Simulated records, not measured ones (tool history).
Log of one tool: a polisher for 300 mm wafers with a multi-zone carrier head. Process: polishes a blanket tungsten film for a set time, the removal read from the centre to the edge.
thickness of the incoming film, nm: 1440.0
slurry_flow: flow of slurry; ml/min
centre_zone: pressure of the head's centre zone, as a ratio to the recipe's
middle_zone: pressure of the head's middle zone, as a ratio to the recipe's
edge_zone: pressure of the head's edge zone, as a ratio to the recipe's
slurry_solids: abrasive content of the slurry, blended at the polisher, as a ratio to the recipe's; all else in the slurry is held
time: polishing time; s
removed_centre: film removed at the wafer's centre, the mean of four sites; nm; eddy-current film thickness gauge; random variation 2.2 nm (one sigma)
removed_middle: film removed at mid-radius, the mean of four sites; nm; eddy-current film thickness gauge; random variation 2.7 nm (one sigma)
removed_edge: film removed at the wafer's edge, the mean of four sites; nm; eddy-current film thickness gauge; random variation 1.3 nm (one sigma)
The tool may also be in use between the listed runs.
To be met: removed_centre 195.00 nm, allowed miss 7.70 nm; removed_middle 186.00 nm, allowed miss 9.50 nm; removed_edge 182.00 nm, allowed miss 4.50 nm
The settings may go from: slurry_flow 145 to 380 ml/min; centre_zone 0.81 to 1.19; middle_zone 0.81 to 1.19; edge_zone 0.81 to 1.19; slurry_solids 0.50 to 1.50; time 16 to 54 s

Run 1, hour 0.0: slurry_flow 245 ml/min, centre_zone 1.00, middle_zone 1.00, edge_zone 1.00, slurry_solids 1.00, time 35 s. Result: removed_centre 164.10 nm, removed_middle 157.34 nm, removed_edge 160.87 nm.
Run 2, hour 5.7: slurry_flow 245 ml/min, centre_zone 1.00, middle_zone 0.92, edge_zone 1.00, slurry_solids 1.00, time 35 s. Result: removed_centre 161.62 nm, removed_middle 143.38 nm, removed_edge 160.02 nm.
Run 3, hour 7.0: slurry_flow 255 ml/min, centre_zone 1.02, middle_zone 0.96, edge_zone 1.02, slurry_solids 1.05, time 35 s. Result: removed_centre 166.88 nm, removed_middle 155.83 nm, removed_edge 165.49 nm.
Run 4, hour 9.0: slurry_flow 265 ml/min, centre_zone 1.05, middle_zone 0.97, edge_zone 1.03, slurry_solids 1.05, time 35 s. Result: removed_centre 171.91 nm, removed_middle 155.68 nm, removed_edge 167.98 nm.
Run 5, hour 15.5: slurry_flow 265 ml/min, centre_zone 1.05, middle_zone 1.04, edge_zone 1.03, slurry_solids 1.05, time 35 s. Result: removed_centre 172.81 nm, removed_middle 168.14 nm, removed_edge 166.74 nm.
Run 6, hour 24.2: slurry_flow 265 ml/min, centre_zone 1.05, middle_zone 1.04, edge_zone 1.03, slurry_solids 0.95, time 35 s. Result: removed_centre 169.98 nm, removed_middle 159.83 nm, removed_edge 162.14 nm.
Run 7, hour 25.8: slurry_flow 270 ml/min, centre_zone 1.07, middle_zone 1.06, edge_zone 1.05, slurry_solids 1.00, time 35 s. Result: removed_centre 177.77 nm, removed_middle 167.20 nm, removed_edge 165.51 nm.
Run 8, hour 26.8: slurry_flow 275 ml/min, centre_zone 1.08, middle_zone 1.07, edge_zone 1.07, slurry_solids 1.05, time 35 s. Result: removed_centre 177.10 nm, removed_middle 169.78 nm, removed_edge 171.24 nm.
Run 9, hour 30.3: slurry_flow 280 ml/min, centre_zone 1.10, middle_zone 1.08, edge_zone 1.08, slurry_solids 1.05, time 35 s. Result: removed_centre 183.66 nm, removed_middle 172.41 nm, removed_edge 170.15 nm.
Run 10, hour 34.7: slurry_flow 280 ml/min, centre_zone 1.10, middle_zone 1.08, edge_zone 1.08, slurry_solids 1.05, time 35 s. Result: removed_centre 182.44 nm, removed_middle 173.43 nm, removed_edge 171.01 nm.
Run 11, hour 37.2: slurry_flow 285 ml/min, centre_zone 1.11, middle_zone 1.09, edge_zone 1.09, slurry_solids 1.05, time 35 s. Result: removed_centre 187.97 nm, removed_middle 174.95 nm, removed_edge 172.56 nm.
Run 12, hour 44.4: slurry_flow 290 ml/min, centre_zone 1.11, middle_zone 1.10, edge_zone 1.10, slurry_solids 1.05, time 35 s. Result: removed_centre 186.65 nm, removed_middle 175.07 nm, removed_edge 170.66 nm.
Run 13, hour 47.3: slurry_flow 290 ml/min, centre_zone 1.11, middle_zone 1.10, edge_zone 1.10, slurry_solids 1.10, time 35 s. Result: removed_centre 186.61 nm, removed_middle 177.14 nm, removed_edge 174.09 nm.
Run 14, hour 49.2: slurry_flow 290 ml/min, centre_zone 1.12, middle_zone 1.11, edge_zone 1.11, slurry_solids 1.10, time 35 s. Result: removed_centre 190.65 nm, removed_middle 181.25 nm, removed_edge 175.50 nm.
Run 15, hour 54.4: slurry_flow 290 ml/min, centre_zone 1.12, middle_zone 1.11, edge_zone 1.12, slurry_solids 1.10, time 35 s. Result: removed_centre 185.98 nm, removed_middle 174.62 nm, removed_edge 176.18 nm.
Run 16, hour 58.2: slurry_flow 295 ml/min, centre_zone 1.12, middle_zone 1.12, edge_zone 1.12, slurry_solids 1.10, time 35 s. Result: removed_centre 188.32 nm, removed_middle 183.67 nm, removed_edge 176.17 nm.

4 next moves are on the table. One of them brings every result within its allowed miss. Which?
Run A, hour 62.0: slurry_flow 280 ml/min, centre_zone 1.09, middle_zone 1.07, edge_zone 1.14, slurry_solids 1.20, time 37 s. Result: removed_centre ?, removed_middle ?, removed_edge ?.
Run B, hour 62.0: slurry_flow 285 ml/min, centre_zone 1.13, middle_zone 1.10, edge_zone 1.12, slurry_solids 0.90, time 38 s. Result: removed_centre ?, removed_middle ?, removed_edge ?.
Run C, hour 62.0: slurry_flow 290 ml/min, centre_zone 1.08, middle_zone 1.07, edge_zone 1.19, slurry_solids 1.10, time 38 s. Result: removed_centre ?, removed_middle ?, removed_edge ?.
Run D, hour 62.0: slurry_flow 380 ml/min, centre_zone 1.07, middle_zone 1.12, edge_zone 1.06, slurry_solids 1.15, time 34 s. Result: removed_centre ?, removed_middle ?, removed_edge ?.

move  removed_centre  removed_middle  removed_edge
   A          195.60          181.62        193.01
   B          193.07          176.91        181.84
   C          195.17          182.83        198.52
   D          179.82          176.37        172.46
A: takes the result that was furthest off past its target
B: meets every target
C: takes the result that was furthest off past its target
D: further off than the last run
The right move is B.
